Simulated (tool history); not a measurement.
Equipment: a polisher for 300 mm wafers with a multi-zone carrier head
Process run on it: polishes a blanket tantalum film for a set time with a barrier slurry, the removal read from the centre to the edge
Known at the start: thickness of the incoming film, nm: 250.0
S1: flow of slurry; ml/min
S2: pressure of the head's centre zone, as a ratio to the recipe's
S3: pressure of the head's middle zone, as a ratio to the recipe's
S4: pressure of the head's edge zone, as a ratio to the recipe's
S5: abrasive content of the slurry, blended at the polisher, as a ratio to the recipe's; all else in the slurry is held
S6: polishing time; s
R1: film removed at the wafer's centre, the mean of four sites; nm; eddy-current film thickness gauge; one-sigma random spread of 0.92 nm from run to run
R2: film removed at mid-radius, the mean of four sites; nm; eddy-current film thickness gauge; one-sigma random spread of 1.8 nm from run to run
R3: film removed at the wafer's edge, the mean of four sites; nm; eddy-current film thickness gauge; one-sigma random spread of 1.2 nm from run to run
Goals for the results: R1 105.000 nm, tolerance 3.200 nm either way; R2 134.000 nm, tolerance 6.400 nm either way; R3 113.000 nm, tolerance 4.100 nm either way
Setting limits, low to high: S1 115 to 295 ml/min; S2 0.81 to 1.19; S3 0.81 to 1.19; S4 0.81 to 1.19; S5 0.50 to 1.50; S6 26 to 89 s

run,day,S1,S2,S3,S4,S5,S6,R1,R2,R3
1,0.000,190,1.00,1.00,1.00,1.00,57,107.270,100.690,98.181
2,0.279,190,1.00,1.00,1.00,0.80,57,98.047,94.395,92.445
3,0.575,205,0.96,1.06,1.03,0.90,58,101.510,104.550,100.200
4,0.746,215,0.92,1.10,1.01,1.00,59,103.810,115.440,103.360
5,0.792,215,0.85,1.10,1.01,1.00,59,95.530,116.360,104.310
# day 1.125: centre zone pressure recalibrated
6,1.125,225,0.85,1.13,1.02,1.05,59,91.665,121.240,104.970
7,1.212,230,0.88,1.13,1.02,1.10,59,97.160,123.810,105.720
8,1.417,230,0.89,1.13,1.03,1.15,59,99.955,125.300,109.040
9,1.496,235,0.90,1.14,1.03,1.20,59,101.760,130.060,109.620
10,1.650,235,0.91,1.14,1.04,1.20,59,103.400,123.920,111.290

Consider the 4 candidate settings below. Which is the only one whose results all fall within their allowed miss of target?
A,1.804,245,0.92,1.10,1.03,1.25,59,?,?,?
B,1.804,275,0.91,1.19,0.87,1.30,58,?,?,?
C,1.804,210,1.05,1.11,1.02,1.05,59,?,?,?
D,1.804,240,0.89,1.17,1.02,1.30,60,?,?,?

move,R1,R2,R3
A,104.060,121.760,112.970
B,103.770,131.000,104.420
C,110.320,115.260,106.220
D,103.290,131.380,115.000
A: moves away from the targets compared with the last run
B: brings the last run's worst result on target, with another outside its allowed miss
C: moves away from the targets compared with the last run
D: in spec on every target
The move that meets every target is D.

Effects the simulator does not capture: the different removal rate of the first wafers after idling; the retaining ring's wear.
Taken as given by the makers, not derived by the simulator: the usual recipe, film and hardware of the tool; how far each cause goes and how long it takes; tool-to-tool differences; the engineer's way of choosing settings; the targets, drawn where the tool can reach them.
